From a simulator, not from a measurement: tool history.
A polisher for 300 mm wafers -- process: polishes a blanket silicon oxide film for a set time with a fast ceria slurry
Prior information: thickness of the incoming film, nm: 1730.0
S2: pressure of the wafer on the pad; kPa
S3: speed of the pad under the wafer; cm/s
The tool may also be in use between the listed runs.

Run 1, hour 0.0: flow of slurry (ml/min) 250, S2 17.9 kPa, S3 124 cm/s, polishing time (s) 45. Result: film removed (Å) 7029.8.
Run 2, hour 8.2: flow of slurry (ml/min) 250, S2 17.2 kPa, S3 124 cm/s, polishing time (s) 45. Result: film removed (Å) 6805.1.
Run 3, hour 16.2: flow of slurry (ml/min) 250, S2 16.5 kPa, S3 124 cm/s, polishing time (s) 45. Result: film removed (Å) 6548.4.
Run 4, hour 19.6: flow of slurry (ml/min) 195, S2 16.5 kPa, S3 124 cm/s, polishing time (s) 45. Result: film removed (Å) 6377.1.
Run 5, hour 21.5: flow of slurry (ml/min) 195, S2 20.0 kPa, S3 124 cm/s, polishing time (s) 45. Result: film removed (Å) 7606.6.
Run 6, hour 25.7: flow of slurry (ml/min) 225, S2 20.0 kPa, S3 124 cm/s, polishing time (s) 45. Result: film removed (Å) 7826.2.
Run 7, hour 33.8: flow of slurry (ml/min) 225, S2 19.3 kPa, S3 124 cm/s, polishing time (s) 45. Result: film removed (Å) 7635.4.
Run 8, hour 34.7: flow of slurry (ml/min) 225, S2 18.6 kPa, S3 124 cm/s, polishing time (s) 45. Result: film removed (Å) 7367.3.
Run 9, hour 38.2: flow of slurry (ml/min) 225, S2 17.9 kPa, S3 124 cm/s, polishing time (s) 45. Result: film removed (Å) 6966.0.
Run 10, hour 45.0: flow of slurry (ml/min) 225, S2 17.2 kPa, S3 124 cm/s, polishing time (s) 45. Result: film removed (Å) 6824.0.
Run 11, hour 47.2: flow of slurry (ml/min) 225, S2 16.5 kPa, S3 124 cm/s, polishing time (s) 45. Result: film removed (Å) 6593.6.
Run 12, hour 54.8: flow of slurry (ml/min) 225, S2 15.9 kPa, S3 124 cm/s, polishing time (s) 45. Result: film removed (Å) 6238.6.
Run 13, hour 63.7: flow of slurry (ml/min) 225, S2 15.9 kPa, S3 124 cm/s, polishing time (s) 45. Result: film removed (Å) 6266.3.

Run 14 has not been measured yet. What should we expect?
Run 14, hour 66.7: flow of slurry (ml/min) 225, S2 15.2 kPa, S3 124 cm/s, polishing time (s) 45. Result: film removed (Å) ?.

film removed (Å): 5981.2

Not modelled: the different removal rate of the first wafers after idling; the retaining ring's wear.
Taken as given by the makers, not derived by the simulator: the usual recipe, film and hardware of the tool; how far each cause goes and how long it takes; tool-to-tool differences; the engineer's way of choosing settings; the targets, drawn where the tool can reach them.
